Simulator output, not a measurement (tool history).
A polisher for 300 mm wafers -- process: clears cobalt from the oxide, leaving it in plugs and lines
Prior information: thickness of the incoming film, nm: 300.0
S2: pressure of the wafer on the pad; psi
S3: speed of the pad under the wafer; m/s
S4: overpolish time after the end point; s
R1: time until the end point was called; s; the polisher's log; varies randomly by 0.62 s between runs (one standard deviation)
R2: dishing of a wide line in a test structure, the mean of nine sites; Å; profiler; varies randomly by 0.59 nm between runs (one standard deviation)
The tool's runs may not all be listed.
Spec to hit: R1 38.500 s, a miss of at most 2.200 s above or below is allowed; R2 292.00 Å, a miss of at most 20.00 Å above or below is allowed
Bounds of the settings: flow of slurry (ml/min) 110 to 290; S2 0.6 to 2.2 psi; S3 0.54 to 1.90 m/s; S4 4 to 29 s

Run 1, hour 0.0: flow of slurry (ml/min) 185, S2 1.4 psi, S3 1.22 m/s, S4 15 s. Result: R1 67.698 s, R2 295.09 Å.
Run 2, hour 7.9: flow of slurry (ml/min) 185, S2 1.2 psi, S3 1.22 m/s, S4 15 s. Result: R1 79.350 s, R2 278.93 Å.
Run 3, hour 13.3: flow of slurry (ml/min) 145, S2 1.2 psi, S3 1.22 m/s, S4 15 s. Result: R1 81.885 s, R2 273.77 Å.
Run 4, hour 19.7: flow of slurry (ml/min) 145, S2 1.4 psi, S3 1.24 m/s, S4 13 s. Result: R1 71.278 s, R2 273.58 Å.
Run 5, hour 24.5: flow of slurry (ml/min) 150, S2 1.6 psi, S3 1.26 m/s, S4 12 s. Result: R1 60.490 s, R2 300.68 Å.
Run 6, hour 25.5: flow of slurry (ml/min) 170, S2 1.6 psi, S3 1.26 m/s, S4 12 s. Result: R1 59.536 s, R2 298.29 Å.
Run 7, hour 33.4: flow of slurry (ml/min) 180, S2 1.7 psi, S3 1.28 m/s, S4 10 s. Result: R1 53.680 s, R2 281.92 Å.
Run 8, hour 40.0: flow of slurry (ml/min) 185, S2 1.8 psi, S3 1.28 m/s, S4 9 s. Result: R1 49.960 s, R2 268.27 Å.
Run 9, hour 41.2: flow of slurry (ml/min) 190, S2 1.9 psi, S3 1.28 m/s, S4 9 s. Result: R1 49.815 s, R2 277.43 Å.
Run 10, hour 46.5: flow of slurry (ml/min) 185, S2 2.2 psi, S3 1.50 m/s, S4 5 s. Result: R1 36.114 s, R2 235.71 Å.
Run 11, hour 49.3: flow of slurry (ml/min) 185, S2 2.2 psi, S3 1.48 m/s, S4 6 s. Result: R1 36.283 s, R2 257.71 Å.

Which single option among these 4 for the next run brings every result within its allowed miss of target? Just one does.
Run A, hour 52.1: flow of slurry (ml/min) 145, S2 2.1 psi, S3 1.32 m/s, S4 16 s. Result: R1 ?, R2 ?.
Run B, hour 52.1: flow of slurry (ml/min) 155, S2 2.1 psi, S3 1.52 m/s, S4 8 s. Result: R1 ?, R2 ?.
Run C, hour 52.1: flow of slurry (ml/min) 170, S2 2.2 psi, S3 1.40 m/s, S4 6 s. Result: R1 ?, R2 ?.
Run D, hour 52.1: flow of slurry (ml/min) 165, S2 1.9 psi, S3 1.44 m/s, S4 15 s. Result: R1 ?, R2 ?.

move      R1      R2
   A  43.724  370.24
   B  37.687  298.26
   C  38.455  251.17
   D  43.386  364.11
A: moves the result that the last run missed by most past its target, out the other side
B: all results in spec
C: its largest miss is bigger than the last run's
D: moves the result that the last run missed by most past its target, out the other side
The move that meets every target is B.

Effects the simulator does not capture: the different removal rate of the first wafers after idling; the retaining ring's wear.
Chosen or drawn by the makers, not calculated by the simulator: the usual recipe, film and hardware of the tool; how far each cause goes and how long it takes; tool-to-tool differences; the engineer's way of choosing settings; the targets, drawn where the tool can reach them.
